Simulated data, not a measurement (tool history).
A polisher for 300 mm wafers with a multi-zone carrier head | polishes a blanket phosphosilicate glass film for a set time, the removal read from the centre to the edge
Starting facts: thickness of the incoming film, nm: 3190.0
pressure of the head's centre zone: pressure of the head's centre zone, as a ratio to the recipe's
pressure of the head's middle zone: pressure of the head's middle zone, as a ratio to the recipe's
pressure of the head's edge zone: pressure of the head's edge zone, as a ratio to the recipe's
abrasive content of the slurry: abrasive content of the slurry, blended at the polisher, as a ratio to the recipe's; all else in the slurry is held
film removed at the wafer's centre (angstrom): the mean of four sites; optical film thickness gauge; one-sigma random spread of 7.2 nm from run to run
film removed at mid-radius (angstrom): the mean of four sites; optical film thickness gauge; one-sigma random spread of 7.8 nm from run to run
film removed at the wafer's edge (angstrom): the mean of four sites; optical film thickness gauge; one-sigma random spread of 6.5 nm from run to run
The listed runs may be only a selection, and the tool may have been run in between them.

run	hour	flow of slurry (ml/min)	pressure of the head's centre zone	pressure of the head's middle zone	pressure of the head's edge zone	abrasive content of the slurry	polishing time (s)	film removed at the wafer's centre (angstrom)	film removed at mid-radius (angstrom)	film removed at the wafer's edge (angstrom)
1	0.0	190	1.00	1.00	1.00	1.0	58	6650.6	6710.9	6521.3
2	4.9	185	0.98	1.01	1.00	1.0	58	6670.0	6781.7	6567.3
3	13.4	155	0.98	1.01	1.00	1.0	58	6432.4	6613.9	6520.9
4	21.9	155	0.96	1.02	1.00	1.0	58	6343.8	6556.5	6483.5
5	27.1	155	1.00	1.02	1.00	1.0	58	6640.1	6482.7	6339.2
6	33.1	155	0.98	1.02	1.00	1.0	58	6370.5	6528.5	6297.8
7	35.9	155	0.96	1.02	1.00	1.0	58	6308.4	6403.2	6495.8
8	39.1	160	0.94	1.04	0.99	1.0	58	6326.1	6631.5	6345.1

What does the tool deliver on the next run?
9	41.9	160	0.92	1.05	1.00	1.0	58	?	?	?

Run 9 yielded film removed at the wafer's centre (angstrom) 6071.4, film removed at mid-radius (angstrom) 6724.3, film removed at the wafer's edge (angstrom) 6529.9.
